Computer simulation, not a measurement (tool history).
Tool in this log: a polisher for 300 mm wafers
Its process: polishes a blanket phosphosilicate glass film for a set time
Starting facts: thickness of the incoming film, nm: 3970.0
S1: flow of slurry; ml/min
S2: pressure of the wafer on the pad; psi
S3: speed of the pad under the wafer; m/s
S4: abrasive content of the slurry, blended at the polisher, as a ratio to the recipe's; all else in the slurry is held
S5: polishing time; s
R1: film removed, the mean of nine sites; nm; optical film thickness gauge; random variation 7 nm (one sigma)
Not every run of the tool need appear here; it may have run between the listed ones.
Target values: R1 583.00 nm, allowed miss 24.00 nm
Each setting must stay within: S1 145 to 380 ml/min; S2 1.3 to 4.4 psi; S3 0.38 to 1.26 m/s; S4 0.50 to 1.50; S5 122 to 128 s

run 1 hour=0.0 | S1=245 S2=2.8 S3=0.82 S4=1.00 S5=122 | R1=704.65
run 2 hour=5.6 | S1=275 S2=2.8 S3=0.82 S4=1.00 S5=122 | R1=719.40
run 3 hour=11.6 | S1=275 S2=2.8 S3=0.82 S4=1.00 S5=128 | R1=741.54
run 4 hour=16.1 | S1=275 S2=2.8 S3=0.82 S4=1.00 S5=122 | R1=719.30
run 5 hour=24.5 | S1=275 S2=2.7 S3=0.82 S4=1.00 S5=122 | R1=685.53
run 6 hour=27.2 | S1=275 S2=2.7 S3=0.82 S4=1.15 S5=122 | R1=725.34
run 7 hour=31.7 | S1=275 S2=2.6 S3=0.82 S4=1.15 S5=122 | R1=699.53
run 8 hour=32.4 | S1=275 S2=2.0 S3=0.80 S4=1.15 S5=122 | R1=532.71

Consider the 4 candidate settings below. Which is the only one whose results all fall within their allowed miss of target?
run A hour=33.1 | S1=285 S2=2.3 S3=0.60 S4=1.50 S5=128 | R1=?
run B hour=33.1 | S1=240 S2=3.5 S3=0.50 S4=1.20 S5=122 | R1=?
run C hour=33.1 | S1=230 S2=1.9 S3=0.58 S4=1.25 S5=128 | R1=?
run D hour=33.1 | S1=320 S2=2.0 S3=0.96 S4=1.20 S5=128 | R1=?

move=A R1=575.62
move=B R1=660.43
move=C R1=430.83
move=D R1=654.94
A: all results in spec
B: takes the result that was furthest off past its target
C: misses by more than the last run did
D: takes the result that was furthest off past its target
So the answer is move A, the one that meets all the targets.

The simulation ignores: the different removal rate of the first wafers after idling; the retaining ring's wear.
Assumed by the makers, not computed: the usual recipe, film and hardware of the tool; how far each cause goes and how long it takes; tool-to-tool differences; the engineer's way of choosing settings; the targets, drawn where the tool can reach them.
